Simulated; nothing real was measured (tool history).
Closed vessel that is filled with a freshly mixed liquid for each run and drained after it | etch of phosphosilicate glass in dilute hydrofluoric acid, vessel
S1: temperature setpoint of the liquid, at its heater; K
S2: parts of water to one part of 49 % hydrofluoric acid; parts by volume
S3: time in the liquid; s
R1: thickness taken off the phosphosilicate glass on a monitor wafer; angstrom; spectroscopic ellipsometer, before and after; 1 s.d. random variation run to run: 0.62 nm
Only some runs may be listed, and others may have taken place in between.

{"run": 1, "hour": 0.0, "S1": 296.15, "S2": 60, "S3": 105, "R1": 3015.7}
{"run": 2, "hour": 8.4, "S1": 296.15, "S2": 75, "S3": 105, "R1": 2376.9}
{"run": 3, "hour": 12.9, "S1": 294.65, "S2": 80, "S3": 105, "R1": 2089.5}
{"run": 4, "hour": 16.7, "S1": 296.15, "S2": 80, "S3": 105, "R1": 2223.6}
{"run": 5, "hour": 19.3, "S1": 294.65, "S2": 85, "S3": 105, "R1": 1944.3}
{"run": 6, "hour": 25.0, "S1": 294.65, "S2": 85, "S3": 105, "R1": 1961.6}
{"run": 7, "hour": 34.3, "S1": 293.65, "S2": 90, "S3": 105, "R1": 1766.6}
{"run": 8, "hour": 37.0, "S1": 293.65, "S2": 90, "S3": 105, "R1": 1754.1}
{"run": 9, "hour": 44.2, "S1": 293.15, "S2": 90, "S3": 105, "R1": 1718.5}
{"run": 10, "hour": 51.7, "S1": 292.65, "S2": 90, "S3": 105, "R1": 1681}
{"run": 11, "hour": 56.8, "S1": 292.15, "S2": 90, "S3": 105, "R1": 1663.3}
{"run": 12, "hour": 63.7, "S1": 291.65, "S2": 90, "S3": 105, "R1": 1603.6}

Run 13 has not been measured yet. What should we expect?
{"run": 13, "hour": 64.8, "S1": 291.15, "S2": 90, "S3": 105, "R1": "?"}

R1: 1582.7 angstrom
